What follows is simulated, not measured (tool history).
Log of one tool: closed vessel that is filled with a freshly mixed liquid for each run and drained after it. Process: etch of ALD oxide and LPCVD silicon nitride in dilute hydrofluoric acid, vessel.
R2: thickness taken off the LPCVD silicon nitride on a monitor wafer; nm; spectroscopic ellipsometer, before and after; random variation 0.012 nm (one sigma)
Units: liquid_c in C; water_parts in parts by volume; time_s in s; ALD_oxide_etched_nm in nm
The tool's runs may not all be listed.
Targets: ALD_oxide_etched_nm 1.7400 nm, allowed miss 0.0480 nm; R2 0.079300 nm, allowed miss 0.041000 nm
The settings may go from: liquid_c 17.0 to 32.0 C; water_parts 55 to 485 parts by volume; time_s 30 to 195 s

run 1 hour=0.0 | liquid_c=24.0 water_parts=270 time_s=100 | ALD_oxide_etched_nm=4.5134 R2=0.168290
run 2 hour=5.0 | liquid_c=27.0 water_parts=270 time_s=100 | ALD_oxide_etched_nm=4.9657 R2=0.349380
run 3 hour=13.5 | liquid_c=26.5 water_parts=295 time_s=100 | ALD_oxide_etched_nm=4.3971 R2=0.177210
run 4 hour=17.5 | liquid_c=29.5 water_parts=295 time_s=100 | ALD_oxide_etched_nm=4.8382 R2=0.232050
run 5 hour=24.6 | liquid_c=28.0 water_parts=315 time_s=100 | ALD_oxide_etched_nm=4.2887 R2=0.265840
run 6 hour=27.5 | liquid_c=28.0 water_parts=315 time_s=80 | ALD_oxide_etched_nm=3.4265 R2=0.221110
run 7 hour=32.5 | liquid_c=27.0 water_parts=325 time_s=80 | ALD_oxide_etched_nm=3.1786 R2=0.188320
run 8 hour=33.9 | liquid_c=26.0 water_parts=335 time_s=80 | ALD_oxide_etched_nm=2.8959 R2=0.206920
run 9 hour=35.1 | liquid_c=25.0 water_parts=340 time_s=80 | ALD_oxide_etched_nm=2.8204 R2=0.133940
run 10 hour=43.0 | liquid_c=25.0 water_parts=450 time_s=80 | ALD_oxide_etched_nm=1.9156 R2=0.104190
run 11 hour=50.3 | liquid_c=24.5 water_parts=450 time_s=80 | ALD_oxide_etched_nm=1.8819 R2=0.101710

5 next moves are on the table. One of them brings every result within its allowed miss. Which?
run A hour=57.6 | liquid_c=19.0 water_parts=485 time_s=110 | ALD_oxide_etched_nm=? R2=?
run B hour=57.6 | liquid_c=20.0 water_parts=445 time_s=80 | ALD_oxide_etched_nm=? R2=?
run C hour=57.6 | liquid_c=20.5 water_parts=430 time_s=80 | ALD_oxide_etched_nm=? R2=?
run D hour=57.6 | liquid_c=32.0 water_parts=365 time_s=50 | ALD_oxide_etched_nm=? R2=?
run E hour=57.6 | liquid_c=25.0 water_parts=435 time_s=85 | ALD_oxide_etched_nm=? R2=?

move=A ALD_oxide_etched_nm=1.9096 R2=0.103600
move=B ALD_oxide_etched_nm=1.6156 R2=0.086962
move=C ALD_oxide_etched_nm=1.7213 R2=0.092664
move=D ALD_oxide_etched_nm=1.9449 R2=0.132830
move=E ALD_oxide_etched_nm=2.0871 R2=0.127160
A: further off than the last run
B: takes the result that was furthest off past its target
C: meets every target
D: further off than the last run
E: further off than the last run
The right move is C.
